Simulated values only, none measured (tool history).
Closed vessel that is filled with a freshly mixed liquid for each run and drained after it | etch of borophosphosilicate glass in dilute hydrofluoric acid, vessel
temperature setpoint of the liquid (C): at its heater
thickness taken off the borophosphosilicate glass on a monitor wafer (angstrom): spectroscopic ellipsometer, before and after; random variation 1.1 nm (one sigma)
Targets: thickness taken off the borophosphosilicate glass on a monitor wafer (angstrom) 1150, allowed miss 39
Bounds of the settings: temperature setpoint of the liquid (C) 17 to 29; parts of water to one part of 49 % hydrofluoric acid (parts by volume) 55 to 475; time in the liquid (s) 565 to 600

| run | hour | temperature setpoint of the liquid (C) | parts of water to one part of 49 % hydrofluoric acid (parts by volume) | time in the liquid (s) | thickness taken off the borophosphosilicate glass on a monitor wafer (angstrom) |
|---|---|---|---|---|---|
| 1 | 0 | 21 | 265 | 565 | 839 |
| 2 | 2.4 | 19.5 | 265 | 565 | 805.46 |
| 3 | 6.8 | 22 | 265 | 565 | 877.65 |
| 4 | 14.8 | 22 | 265 | 565 | 873.79 |
| 5 | 24 | 25 | 265 | 565 | 964.42 |
| 6 | 28.3 | 25.5 | 260 | 565 | 1012.9 |
| 7 | 32.6 | 26 | 260 | 565 | 1009.5 |
| 8 | 33.6 | 26.5 | 260 | 565 | 1043.9 |

4 next moves are on the table. One of them brings every result within its allowed miss. Which?
| A | 34.6 | 20 | 205 | 595 | ? |
| B | 34.6 | 27.5 | 275 | 600 | ? |
| C | 34.6 | 24.5 | 250 | 600 | ? |
| D | 34.6 | 29 | 250 | 580 | ? |

| move | thickness taken off the borophosphosilicate glass on a monitor wafer (angstrom) |
|---|---|
| A | 1157 |
| B | 1061.5 |
| C | 1080.3 |
| D | 1220.5 |
A: meets every target
B: nearer than the last run, and not there yet
C: nearer than the last run, and not there yet
D: takes the result that was furthest off past its target
Move A is the one to make.

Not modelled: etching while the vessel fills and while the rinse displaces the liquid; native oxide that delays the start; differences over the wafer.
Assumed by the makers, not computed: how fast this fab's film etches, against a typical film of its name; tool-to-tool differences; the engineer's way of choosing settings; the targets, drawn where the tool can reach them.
